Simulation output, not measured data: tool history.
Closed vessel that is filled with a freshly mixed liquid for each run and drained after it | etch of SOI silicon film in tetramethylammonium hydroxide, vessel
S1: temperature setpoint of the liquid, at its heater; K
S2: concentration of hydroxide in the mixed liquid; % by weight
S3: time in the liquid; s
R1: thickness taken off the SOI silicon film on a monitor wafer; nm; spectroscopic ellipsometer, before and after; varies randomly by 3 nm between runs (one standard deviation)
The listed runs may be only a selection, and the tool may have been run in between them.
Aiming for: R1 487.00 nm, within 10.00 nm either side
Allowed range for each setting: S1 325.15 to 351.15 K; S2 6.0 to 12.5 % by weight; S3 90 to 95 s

run	hour	S1	S2	S3	R1
1	0.0	338.15	8.5	90	568.22
2	6.9	337.65	8.5	90	542.58
3	14.2	337.65	7.5	90	573.79
4	22.6	337.15	7.5	90	559.33
5	31.3	337.15	7.5	95	582.32
6	34.5	337.15	7.5	90	556.66
7	37.0	336.65	7.5	90	539.47
8	43.5	334.65	7.5	90	473.48

Next run, 5 choices. One meets every target within its allowed miss, the rest don't. Which?
A	50.0	335.15	7.5	95	?
B	50.0	334.15	7.5	90	?
C	50.0	333.65	8.5	95	?
D	50.0	335.15	8.0	95	?
E	50.0	334.65	7.0	90	?

move	R1
A	518.98
B	462.24
C	454.99
D	509.09
E	485.84
A: takes the biggest miss from the last run beyond its target
B: further off than the last run
C: further off than the last run
D: takes the biggest miss from the last run beyond its target
E: every result within its allowed miss
Answer: E

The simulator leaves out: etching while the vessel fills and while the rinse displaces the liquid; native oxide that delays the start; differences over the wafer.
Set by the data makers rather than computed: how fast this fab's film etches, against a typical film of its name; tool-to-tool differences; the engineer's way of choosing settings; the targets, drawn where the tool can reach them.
